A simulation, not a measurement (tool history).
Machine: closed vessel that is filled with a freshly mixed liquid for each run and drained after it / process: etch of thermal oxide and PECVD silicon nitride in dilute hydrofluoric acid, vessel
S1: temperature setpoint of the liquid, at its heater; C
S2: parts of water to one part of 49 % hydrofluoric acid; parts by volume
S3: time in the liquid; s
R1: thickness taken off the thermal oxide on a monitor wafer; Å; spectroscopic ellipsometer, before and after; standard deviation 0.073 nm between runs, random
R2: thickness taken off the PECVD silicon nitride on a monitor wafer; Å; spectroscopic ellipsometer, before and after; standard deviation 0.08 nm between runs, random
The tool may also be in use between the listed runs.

| run | hour | S1 | S2 | S3 | R1 | R2 |
|---|---|---|---|---|---|---|
| 1 | 0 | 22 | 125 | 175 | 51.64 | 30.067 |
| 2 | 6 | 25 | 125 | 175 | 58.022 | 37.337 |
| 3 | 7.5 | 28 | 125 | 175 | 65.614 | 44.889 |
| 4 | 16.7 | 27 | 95 | 175 | 85.6 | 54.395 |
| 5 | 26 | 26.5 | 80 | 170 | 100.13 | 62.059 |
| 6 | 33.2 | 26 | 70 | 170 | 113.73 | 68 |
| 7 | 38.5 | 24.5 | 40 | 165 | 187.3 | 102.14 |
| 8 | 46.1 | 24.5 | 40 | 165 | 189.06 | 102.99 |
| 9 | 52.8 | 23 | 75 | 175 | 95.637 | 53.743 |
| 10 | 61 | 24 | 70 | 165 | 101.14 | 59.095 |
| 11 | 63.3 | 24 | 65 | 165 | 109.82 | 61.689 |
| 12 | 66.8 | 24.5 | 60 | 165 | 122.13 | 69.206 |

Run 13 comes next. What will it give?
| 13 | 70.2 | 25 | 40 | 160 | ? | ? |

{"run 13": {"R1": 186.27, "R2": 104.37}}

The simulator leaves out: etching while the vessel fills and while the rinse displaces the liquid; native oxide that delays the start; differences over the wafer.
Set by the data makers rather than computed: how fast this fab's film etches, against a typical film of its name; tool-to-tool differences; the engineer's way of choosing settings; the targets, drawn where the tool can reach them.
